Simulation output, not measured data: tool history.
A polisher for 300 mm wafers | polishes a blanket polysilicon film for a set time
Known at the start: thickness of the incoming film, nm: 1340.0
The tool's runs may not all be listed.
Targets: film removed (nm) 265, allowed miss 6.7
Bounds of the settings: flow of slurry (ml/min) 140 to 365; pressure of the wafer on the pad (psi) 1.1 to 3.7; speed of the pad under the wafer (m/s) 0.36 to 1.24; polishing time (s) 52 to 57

| run | hour | flow of slurry (ml/min) | pressure of the wafer on the pad (psi) | speed of the pad under the wafer (m/s) | polishing time (s) | film removed (nm) |
|---|---|---|---|---|---|---|
| 1 | 0 | 235 | 2.4 | 0.8 | 57 | 378.83 |
| 2 | 6 | 235 | 2.6 | 0.8 | 57 | 413.26 |
| 3 | 8.4 | 235 | 2.5 | 0.8 | 57 | 398.58 |
| 4 | 16.3 | 235 | 2.4 | 0.8 | 57 | 380.71 |
| 5 | 24.1 | 235 | 2.6 | 0.8 | 57 | 409.44 |
| 6 | 24.7 | 235 | 2.5 | 0.8 | 57 | 394.03 |
| 7 | 32.2 | 235 | 2.4 | 0.8 | 57 | 378.54 |
| 8 | 33.2 | 235 | 2.3 | 0.8 | 57 | 363.23 |
| 9 | 41.9 | 235 | 2.2 | 0.8 | 57 | 353.15 |
| 10 | 50.3 | 235 | 2.1 | 0.8 | 57 | 337.39 |
| 11 | 52.6 | 235 | 2 | 0.8 | 57 | 317.13 |
| 12 | 57.8 | 225 | 1.8 | 0.8 | 57 | 290.91 |
| 13 | 63.7 | 220 | 1.8 | 0.8 | 57 | 286.29 |
| 14 | 68.1 | 185 | 1.6 | 0.8 | 57 | 252.25 |
| 15 | 69.5 | 190 | 1.6 | 0.8 | 57 | 249.53 |
| 16 | 74.1 | 195 | 1.6 | 0.8 | 57 | 253.88 |
| 17 | 77.6 | 225 | 1.7 | 0.8 | 57 | 269.86 |
| 18 | 82.3 | 220 | 1.7 | 0.8 | 57 | 269.26 |

Which of these 4 next moves meets every target?
| A | 87 | 225 | 1.9 | 0.74 | 53 | ? |
| B | 87 | 230 | 1.9 | 0.74 | 57 | ? |
| C | 87 | 225 | 1.7 | 0.86 | 55 | ? |
| D | 87 | 260 | 1.7 | 0.88 | 53 | ? |

| move | film removed (nm) |
|---|---|
| A | 261.89 |
| B | 282.08 |
| C | 279.79 |
| D | 278.01 |
A: meets every target
B: further off than the last run
C: further off than the last run
D: further off than the last run
Answer: A
